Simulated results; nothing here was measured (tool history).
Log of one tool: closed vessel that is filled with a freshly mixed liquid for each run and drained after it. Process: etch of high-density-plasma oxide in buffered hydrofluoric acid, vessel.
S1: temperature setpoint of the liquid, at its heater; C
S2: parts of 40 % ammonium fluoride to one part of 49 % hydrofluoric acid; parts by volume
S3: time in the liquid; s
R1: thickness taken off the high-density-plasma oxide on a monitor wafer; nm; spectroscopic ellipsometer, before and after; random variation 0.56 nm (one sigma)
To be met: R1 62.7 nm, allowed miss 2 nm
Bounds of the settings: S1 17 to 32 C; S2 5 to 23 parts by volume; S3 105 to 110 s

Run 1, day 0: S1 24 C, S2 14 parts by volume, S3 105 s. Result: R1 100.96 nm.
Run 2, day 0.042: S1 23 C, S2 14 parts by volume, S3 105 s. Result: R1 96.164 nm.
Run 3, day 0.117: S1 22.5 C, S2 14 parts by volume, S3 105 s. Result: R1 94.105 nm.
Run 4, day 0.175: S1 22 C, S2 14.5 parts by volume, S3 105 s. Result: R1 86.583 nm.
Run 5, day 0.279: S1 21.5 C, S2 14.5 parts by volume, S3 105 s. Result: R1 85.674 nm.
Run 6, day 0.462: S1 21 C, S2 14.5 parts by volume, S3 105 s. Result: R1 81.536 nm.
Run 7, day 0.629: S1 20.5 C, S2 14.5 parts by volume, S3 105 s. Result: R1 80.538 nm.
Run 8, day 0.938: S1 20 C, S2 14.5 parts by volume, S3 105 s. Result: R1 79.011 nm.
Run 9, day 1.133: S1 19.5 C, S2 14.5 parts by volume, S3 105 s. Result: R1 76.417 nm.
Run 10, day 1.304: S1 19 C, S2 14.5 parts by volume, S3 105 s. Result: R1 74.743 nm.
Run 11, day 1.446: S1 18 C, S2 15 parts by volume, S3 105 s. Result: R1 68.073 nm.

4 next moves are on the table. One of them brings every result within its allowed miss. Which?
Run A, day 1.588: S1 19 C, S2 15 parts by volume, S3 110 s. Result: R1 ?.
Run B, day 1.588: S1 18.5 C, S2 18 parts by volume, S3 105 s. Result: R1 ?.
Run C, day 1.588: S1 17 C, S2 16 parts by volume, S3 105 s. Result: R1 ?.
Run D, day 1.588: S1 18.5 C, S2 17.5 parts by volume, S3 110 s. Result: R1 ?.

move      R1
   A  74.066
   B  57.421
   C  59.218
   D  61.852
A: further off than the last run
B: takes the result that was furthest off past its target
C: takes the result that was furthest off past its target
D: meets every target
Answer: D
